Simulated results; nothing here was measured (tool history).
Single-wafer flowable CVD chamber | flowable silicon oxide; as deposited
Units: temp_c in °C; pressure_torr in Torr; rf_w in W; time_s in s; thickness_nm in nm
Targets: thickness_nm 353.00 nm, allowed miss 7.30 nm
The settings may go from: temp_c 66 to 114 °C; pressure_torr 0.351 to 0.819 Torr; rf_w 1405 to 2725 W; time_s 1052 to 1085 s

| run | hour | temp_c | pressure_torr | rf_w | time_s | thickness_nm |
|---|---|---|---|---|---|---|
| 1 | 0.0 | 90 | 0.585 | 2065 | 1052 | 571.08 |
| 2 | 0.9 | 90 | 0.585 | 2315 | 1052 | 583.97 |
| 3 | 8.7 | 92 | 0.585 | 2315 | 1052 | 548.31 |
| 4 | 14.1 | 92 | 0.585 | 2315 | 1052 | 545.08 |
| 5 | 21.2 | 92 | 0.674 | 2315 | 1052 | 632.07 |
| 6 | 21.8 | 95 | 0.674 | 2315 | 1052 | 577.52 |
| 7 | 26.8 | 97 | 0.674 | 2315 | 1052 | 544.77 |
| 8 | 30.8 | 99 | 0.674 | 2315 | 1052 | 512.48 |
| 9 | 38.2 | 101 | 0.674 | 2315 | 1052 | 486.74 |
| 10 | 44.0 | 103 | 0.674 | 2315 | 1052 | 455.40 |
| 11 | 46.2 | 104 | 0.674 | 2315 | 1052 | 443.68 |
| 12 | 53.8 | 105 | 0.674 | 2315 | 1052 | 432.49 |
| 13 | 56.5 | 106 | 0.674 | 2315 | 1052 | 418.94 |
| 14 | 62.3 | 107 | 0.674 | 2315 | 1052 | 407.45 |
| 15 | 63.4 | 108 | 0.674 | 2315 | 1052 | 395.81 |
| 16 | 72.2 | 109 | 0.674 | 2315 | 1052 | 382.86 |

Which of these 4 next moves meets every target?
| A | 81.0 | 107 | 0.653 | 2225 | 1068 | ? |
| B | 81.0 | 109 | 0.696 | 1890 | 1052 | ? |
| C | 81.0 | 110 | 0.634 | 2295 | 1053 | ? |
| D | 81.0 | 111 | 0.698 | 2110 | 1069 | ? |

| move | thickness_nm |
|---|---|
| A | 398.49 |
| B | 378.99 |
| C | 351.51 |
| D | 375.26 |
A: further off than the last run
B: nearer than the last run, and not there yet
C: meets every target
D: nearer than the last run, and not there yet
Answer: C
